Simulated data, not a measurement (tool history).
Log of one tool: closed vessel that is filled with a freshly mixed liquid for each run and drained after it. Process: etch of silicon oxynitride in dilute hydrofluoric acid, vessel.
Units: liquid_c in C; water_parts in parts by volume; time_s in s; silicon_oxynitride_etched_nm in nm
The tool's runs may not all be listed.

run 1 hour=0.0 | liquid_c=22.0 water_parts=100 time_s=1355 | silicon_oxynitride_etched_nm=36.581
run 2 hour=8.4 | liquid_c=21.0 water_parts=110 time_s=1355 | silicon_oxynitride_etched_nm=31.217
run 3 hour=10.9 | liquid_c=21.0 water_parts=110 time_s=1455 | silicon_oxynitride_etched_nm=33.715
run 4 hour=15.1 | liquid_c=23.0 water_parts=110 time_s=1455 | silicon_oxynitride_etched_nm=37.483
run 5 hour=19.2 | liquid_c=23.0 water_parts=110 time_s=1455 | silicon_oxynitride_etched_nm=37.740
run 6 hour=26.4 | liquid_c=22.0 water_parts=120 time_s=1455 | silicon_oxynitride_etched_nm=31.991
run 7 hour=32.7 | liquid_c=21.0 water_parts=125 time_s=1455 | silicon_oxynitride_etched_nm=29.868
run 8 hour=36.4 | liquid_c=20.0 water_parts=130 time_s=1455 | silicon_oxynitride_etched_nm=27.432
run 9 hour=43.7 | liquid_c=19.5 water_parts=135 time_s=1455 | silicon_oxynitride_etched_nm=25.341
run 10 hour=47.9 | liquid_c=19.0 water_parts=140 time_s=1455 | silicon_oxynitride_etched_nm=23.804
run 11 hour=54.4 | liquid_c=18.5 water_parts=145 time_s=1455 | silicon_oxynitride_etched_nm=21.804
run 12 hour=57.6 | liquid_c=18.0 water_parts=145 time_s=1455 | silicon_oxynitride_etched_nm=21.828

Forecast run 13:
run 13 hour=60.3 | liquid_c=17.5 water_parts=150 time_s=1455 | silicon_oxynitride_etched_nm=?

silicon_oxynitride_etched_nm: 20.720 nm
